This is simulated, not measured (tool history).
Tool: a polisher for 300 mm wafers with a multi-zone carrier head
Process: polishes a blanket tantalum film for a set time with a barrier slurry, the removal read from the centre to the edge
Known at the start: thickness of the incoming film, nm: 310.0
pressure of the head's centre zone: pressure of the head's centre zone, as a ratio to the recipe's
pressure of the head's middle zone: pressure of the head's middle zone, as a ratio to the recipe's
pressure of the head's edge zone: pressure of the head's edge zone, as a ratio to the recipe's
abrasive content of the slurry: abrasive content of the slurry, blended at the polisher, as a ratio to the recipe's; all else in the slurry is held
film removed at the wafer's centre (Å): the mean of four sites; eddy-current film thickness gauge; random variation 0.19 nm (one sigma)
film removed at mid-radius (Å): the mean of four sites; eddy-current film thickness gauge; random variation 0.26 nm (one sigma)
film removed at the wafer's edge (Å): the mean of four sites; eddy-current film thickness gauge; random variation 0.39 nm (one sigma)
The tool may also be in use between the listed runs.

| run | hour | flow of slurry (ml/min) | pressure of the head's centre zone | pressure of the head's middle zone | pressure of the head's edge zone | abrasive content of the slurry | polishing time (s) | film removed at the wafer's centre (Å) | film removed at mid-radius (Å) | film removed at the wafer's edge (Å) |
|---|---|---|---|---|---|---|---|---|---|---|
| 1 | 0 | 225 | 1 | 1 | 1 | 1 | 47 | 495.51 | 539.66 | 527.95 |
| 2 | 1.3 | 225 | 1 | 1 | 1.07 | 1 | 47 | 490.72 | 540.11 | 537.2 |
| 3 | 9.4 | 205 | 1 | 1 | 1.07 | 1 | 47 | 486.5 | 529.72 | 555.54 |
| 4 | 12.9 | 230 | 0.98 | 0.97 | 1.04 | 0.9 | 43 | 425.84 | 467.06 | 496.91 |
| 5 | 19.6 | 230 | 0.98 | 0.97 | 1.04 | 1.05 | 43 | 450 | 485.66 | 495.8 |
| 6 | 21.3 | 250 | 0.99 | 0.98 | 1 | 0.95 | 39 | 401.53 | 432.28 | 431.27 |
| 7 | 22.9 | 265 | 0.99 | 0.99 | 0.97 | 0.85 | 36 | 367.33 | 398.8 | 390.08 |
| 8 | 30.3 | 275 | 0.99 | 1 | 0.95 | 0.8 | 34 | 342.25 | 376.77 | 367.1 |
| 9 | 36.4 | 285 | 1 | 1.01 | 0.93 | 0.75 | 32 | 323.4 | 354.01 | 328.93 |
| 10 | 43.6 | 285 | 1 | 1.01 | 0.91 | 0.7 | 31 | 302.32 | 328.71 | 303.17 |
| 11 | 52.5 | 265 | 0.99 | 1.01 | 0.9 | 0.7 | 31 | 296.99 | 330.83 | 308.01 |
| 12 | 61.4 | 265 | 0.99 | 1.01 | 0.9 | 0.7 | 31 | 300.31 | 334.44 | 308.47 |
| 13 | 62.6 | 265 | 0.99 | 1.01 | 0.89 | 0.65 | 31 | 293.23 | 324.99 | 304.54 |

The next listed run, before its measurement:
| 14 | 70.4 | 270 | 0.99 | 1.01 | 0.88 | 0.6 | 31 | ? | ? | ? |

Run 14 gave film removed at the wafer's centre (Å) 287.27, film removed at mid-radius (Å) 320.06, film removed at the wafer's edge (Å) 284.84.
